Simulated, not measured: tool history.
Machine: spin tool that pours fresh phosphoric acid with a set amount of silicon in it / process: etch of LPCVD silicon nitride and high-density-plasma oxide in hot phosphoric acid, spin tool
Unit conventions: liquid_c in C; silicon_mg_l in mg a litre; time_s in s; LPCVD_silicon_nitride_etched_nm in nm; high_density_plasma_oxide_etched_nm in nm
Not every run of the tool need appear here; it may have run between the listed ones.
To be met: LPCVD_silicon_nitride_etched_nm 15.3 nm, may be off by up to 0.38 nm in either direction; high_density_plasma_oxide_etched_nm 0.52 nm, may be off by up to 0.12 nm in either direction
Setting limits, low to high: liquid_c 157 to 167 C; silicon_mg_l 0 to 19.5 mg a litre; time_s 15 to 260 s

run,hour,liquid_c,silicon_mg_l,time_s,LPCVD_silicon_nitride_etched_nm,high_density_plasma_oxide_etched_nm
1,0,162,8.5,130,12.337,0.4176
2,8.4,162,8.5,180,17.295,0.61157
3,9.2,162,12.5,180,17.344,0.52271
4,10,161,10.5,180,16.488,0.46208
5,11.5,161,8.5,175,15.987,0.49407
6,13.3,161,7.5,175,16.006,0.46079
7,21,161.5,7,170,15.985,0.52117
8,21.7,161.5,6.5,170,15.66,0.56607
9,26.2,161.5,6.5,170,16.003,0.46634
10,34.2,161.5,6.5,170,16.069,0.47683

Consider the 4 candidate settings below. Which is the only one whose results all fall within their allowed miss of target?
A,42.2,164,9.5,150,?,?
B,42.2,159,1.5,190,?,?
C,42.2,160.5,9,180,?,?
D,42.2,158.5,7,200,?,?

move,LPCVD_silicon_nitride_etched_nm,high_density_plasma_oxide_etched_nm
A,15.169,0.47907
B,16.262,0.49386
C,16.203,0.44963
D,16.831,0.44935
A: meets every target
B: its largest miss is bigger than the last run's
C: its largest miss is bigger than the last run's
D: its largest miss is bigger than the last run's
Move A is the one to make.

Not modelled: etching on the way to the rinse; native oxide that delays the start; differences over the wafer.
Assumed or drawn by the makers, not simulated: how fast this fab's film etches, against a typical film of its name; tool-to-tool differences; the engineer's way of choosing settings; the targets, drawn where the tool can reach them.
